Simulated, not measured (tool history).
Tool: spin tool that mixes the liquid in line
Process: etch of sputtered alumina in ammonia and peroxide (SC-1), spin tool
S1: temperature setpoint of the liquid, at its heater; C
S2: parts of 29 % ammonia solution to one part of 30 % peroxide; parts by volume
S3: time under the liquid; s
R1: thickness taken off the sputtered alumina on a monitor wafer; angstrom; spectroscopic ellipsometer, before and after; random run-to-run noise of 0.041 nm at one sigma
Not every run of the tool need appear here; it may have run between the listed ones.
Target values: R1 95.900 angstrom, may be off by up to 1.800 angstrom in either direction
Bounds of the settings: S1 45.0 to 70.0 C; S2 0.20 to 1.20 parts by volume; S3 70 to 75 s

{"run": 1, "hour": 0.0, "S1": 61.0, "S2": 0.8, "S3": 70, "R1": 125.67}
{"run": 2, "hour": 1.0, "S1": 61.0, "S2": 1.0, "S3": 70, "R1": 128.49}
{"run": 3, "hour": 7.3, "S1": 61.0, "S2": 1.0, "S3": 75, "R1": 138.2}
{"run": 4, "hour": 10.7, "S1": 61.0, "S2": 1.0, "S3": 75, "R1": 137.35}
{"run": 5, "hour": 14.8, "S1": 61.0, "S2": 0.85, "S3": 75, "R1": 134.82}
{"run": 6, "hour": 19.0, "S1": 61.0, "S2": 0.85, "S3": 75, "R1": 135.69}
{"run": 7, "hour": 27.2, "S1": 59.5, "S2": 0.85, "S3": 75, "R1": 125.18}
{"run": 8, "hour": 31.2, "S1": 58.5, "S2": 0.85, "S3": 75, "R1": 119.24}
{"run": 9, "hour": 33.6, "S1": 57.5, "S2": 0.85, "S3": 75, "R1": 112.86}

Which one of the following 5 next-run settings gets every result inside its allowed miss? There is exactly one.
{"run": "A", "hour": 36.0, "S1": 54.0, "S2": 0.75, "S3": 70, "R1": "?"}
{"run": "B", "hour": 36.0, "S1": 54.5, "S2": 0.85, "S3": 70, "R1": "?"}
{"run": "C", "hour": 36.0, "S1": 62.0, "S2": 0.95, "S3": 75, "R1": "?"}
{"run": "D", "hour": 36.0, "S1": 61.5, "S2": 1.0, "S3": 75, "R1": "?"}
{"run": "E", "hour": 36.0, "S1": 54.0, "S2": 1.05, "S3": 75, "R1": "?"}

move=A R1=87.481
move=B R1=90.921
move=C R1=145.350
move=D R1=142.400
move=E R1=96.774
A: the result that was furthest off in the last run now lies on the other side of its target
B: the result that was furthest off in the last run now lies on the other side of its target
C: misses by more than the last run did
D: misses by more than the last run did
E: all results land within tolerance of their targets
Correct choice: E, which meets every target

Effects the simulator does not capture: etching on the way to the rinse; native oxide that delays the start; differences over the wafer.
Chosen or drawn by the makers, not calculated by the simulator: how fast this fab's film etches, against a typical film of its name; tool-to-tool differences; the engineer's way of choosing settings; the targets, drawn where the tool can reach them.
